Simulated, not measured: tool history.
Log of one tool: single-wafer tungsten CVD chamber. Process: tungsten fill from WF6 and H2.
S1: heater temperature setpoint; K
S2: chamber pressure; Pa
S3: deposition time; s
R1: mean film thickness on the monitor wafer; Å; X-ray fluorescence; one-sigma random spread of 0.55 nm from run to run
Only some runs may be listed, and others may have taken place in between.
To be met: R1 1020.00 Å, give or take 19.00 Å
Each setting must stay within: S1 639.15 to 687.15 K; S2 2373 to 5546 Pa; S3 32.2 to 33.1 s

run  hour      S1    S2    S3       R1
  1   0.0  663.15  3960  32.2   774.69
  2   8.4  668.15  3973  32.2   839.74
  3  10.9  672.15  3986  32.2   913.38
  4  12.1  674.15  3986  32.2   937.71
  5  19.0  674.15  4333  32.2   981.44
  6  19.6  684.15  4333  32.2  1151.20
  7  20.4  682.15  4320  32.2  1106.10
  8  23.8  680.15  4320  32.2  1064.40

Exercise: of the 4 proposed moves below, exactly one satisfies all targets within the stated allowed misses. Which move is it?
  A  27.2  676.15  4773  33.1   ?
  B  27.2  680.15  4000  32.2   ?
  C  27.2  681.15  4306  32.2   ?
  D  27.2  676.15  5000  32.7   ?

move       R1
   A  1098.00
   B  1023.10
   C  1086.50
   D  1113.90
A: its largest miss is bigger than the last run's
B: hits every target within its allowed miss
C: its largest miss is bigger than the last run's
D: its largest miss is bigger than the last run's
Go with B: it meets all targets.

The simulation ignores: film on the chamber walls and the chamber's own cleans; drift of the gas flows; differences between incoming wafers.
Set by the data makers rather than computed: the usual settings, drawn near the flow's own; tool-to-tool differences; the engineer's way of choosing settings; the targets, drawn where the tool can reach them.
